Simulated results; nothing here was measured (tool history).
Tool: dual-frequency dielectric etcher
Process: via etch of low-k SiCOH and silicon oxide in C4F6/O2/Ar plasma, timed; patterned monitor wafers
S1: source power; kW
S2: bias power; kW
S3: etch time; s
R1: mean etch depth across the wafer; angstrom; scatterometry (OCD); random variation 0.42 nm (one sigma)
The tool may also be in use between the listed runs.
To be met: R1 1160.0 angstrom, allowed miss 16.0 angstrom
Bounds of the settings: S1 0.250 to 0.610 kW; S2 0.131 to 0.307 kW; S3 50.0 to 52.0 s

Run 1, hour 0.0: S1 0.430 kW, S2 0.219 kW, S3 50.0 s. Result: R1 1307.2 angstrom.
Run 2, hour 8.1: S1 0.410 kW, S2 0.218 kW, S3 50.0 s. Result: R1 1280.4 angstrom.
Run 3, hour 15.2: S1 0.400 kW, S2 0.217 kW, S3 50.0 s. Result: R1 1259.9 angstrom.
Run 4, hour 23.4: S1 0.400 kW, S2 0.237 kW, S3 50.0 s. Result: R1 1295.7 angstrom.
Run 5, hour 25.7: S1 0.390 kW, S2 0.236 kW, S3 50.0 s. Result: R1 1277.6 angstrom.
Run 6, hour 30.1: S1 0.380 kW, S2 0.235 kW, S3 50.0 s. Result: R1 1260.3 angstrom.
Run 7, hour 31.5: S1 0.380 kW, S2 0.235 kW, S3 50.0 s. Result: R1 1269.3 angstrom.
Run 8, hour 34.7: S1 0.370 kW, S2 0.234 kW, S3 50.0 s. Result: R1 1241.2 angstrom.
Run 9, hour 40.3: S1 0.360 kW, S2 0.234 kW, S3 50.0 s. Result: R1 1226.6 angstrom.
Run 10, hour 42.4: S1 0.350 kW, S2 0.234 kW, S3 50.0 s. Result: R1 1207.5 angstrom.
Run 11, hour 48.5: S1 0.350 kW, S2 0.234 kW, S3 50.0 s. Result: R1 1201.8 angstrom.
Run 12, hour 55.9: S1 0.340 kW, S2 0.234 kW, S3 50.0 s. Result: R1 1191.0 angstrom.

5 next moves are on the table. One of them brings every result within its allowed miss. Which?
Run A, hour 63.3: S1 0.330 kW, S2 0.225 kW, S3 52.0 s. Result: R1 ?.
Run B, hour 63.3: S1 0.320 kW, S2 0.219 kW, S3 50.0 s. Result: R1 ?.
Run C, hour 63.3: S1 0.360 kW, S2 0.228 kW, S3 51.5 s. Result: R1 ?.
Run D, hour 63.3: S1 0.300 kW, S2 0.245 kW, S3 51.5 s. Result: R1 ?.
Run E, hour 63.3: S1 0.310 kW, S2 0.251 kW, S3 51.5 s. Result: R1 ?.

move      R1
   A  1199.8
   B  1123.4
   C  1250.2
   D  1164.2
   E  1196.2
A: further off than the last run
B: takes the result that was furthest off past its target
C: further off than the last run
D: meets every target
E: further off than the last run
Answer: D
